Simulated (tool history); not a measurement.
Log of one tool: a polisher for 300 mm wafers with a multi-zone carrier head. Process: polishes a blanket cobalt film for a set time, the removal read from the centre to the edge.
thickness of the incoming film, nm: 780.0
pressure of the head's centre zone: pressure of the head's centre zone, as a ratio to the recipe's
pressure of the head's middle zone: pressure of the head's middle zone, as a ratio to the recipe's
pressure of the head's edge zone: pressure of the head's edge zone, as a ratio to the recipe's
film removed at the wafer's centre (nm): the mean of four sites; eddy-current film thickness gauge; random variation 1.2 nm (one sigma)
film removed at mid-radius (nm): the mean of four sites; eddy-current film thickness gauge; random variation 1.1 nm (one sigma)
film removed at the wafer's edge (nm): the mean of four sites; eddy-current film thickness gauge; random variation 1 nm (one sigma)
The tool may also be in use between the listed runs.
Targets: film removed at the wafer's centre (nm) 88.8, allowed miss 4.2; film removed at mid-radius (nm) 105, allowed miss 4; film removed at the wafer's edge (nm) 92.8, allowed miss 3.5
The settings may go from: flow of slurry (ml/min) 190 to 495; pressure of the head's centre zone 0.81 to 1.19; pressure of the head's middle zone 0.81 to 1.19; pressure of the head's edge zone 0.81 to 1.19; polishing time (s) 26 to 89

run	day	flow of slurry (ml/min)	pressure of the head's centre zone	pressure of the head's middle zone	pressure of the head's edge zone	polishing time (s)	film removed at the wafer's centre (nm)	film removed at mid-radius (nm)	film removed at the wafer's edge (nm)
1	0	320	1	1	1	57	171.56	167.59	168
2	0.121	320	1.03	1	1	57	169.41	167.47	167.68
3	0.271	320	1.03	0.94	1	57	177.11	160.05	172.41
4	0.392	315	0.98	0.98	0.98	48	142.95	138.78	139.97
5	0.429	315	1.05	0.98	0.98	48	148.16	137.96	143.87
6	0.671	315	1.05	0.98	0.98	54	167.73	153.88	160.79
7	0.825	310	1	1.01	0.98	46	135.16	136.22	136.8
8	1.083	310	0.97	1.03	0.94	41	118.45	121.3	118.93
9	1.342	305	0.93	1.05	0.91	39	110.51	118.98	110.61

5 next moves are on the table. One of them brings every result within its allowed miss. Which?
A	1.6	285	0.89	1.09	0.86	34	?	?	?
B	1.6	305	0.92	1.09	0.9	36	?	?	?
C	1.6	335	1.19	0.81	1.18	40	?	?	?
D	1.6	220	0.94	1.04	1.14	33	?	?	?
E	1.6	260	0.83	1.1	0.95	36	?	?	?

move	film removed at the wafer's centre (nm)	film removed at mid-radius (nm)	film removed at the wafer's edge (nm)
A	88.654	105.63	94.367
B	97.721	112.66	102.59
C	140.47	98.421	131.6
D	87.206	95.053	102.24
E	86.704	111.49	103.7
A: meets every target
B: nearer than the last run, and not there yet
C: further off than the last run
D: brings the result that was furthest off to its target, and leaves another outside
E: brings the result that was furthest off to its target, and leaves another outside
Move A is the one to make.
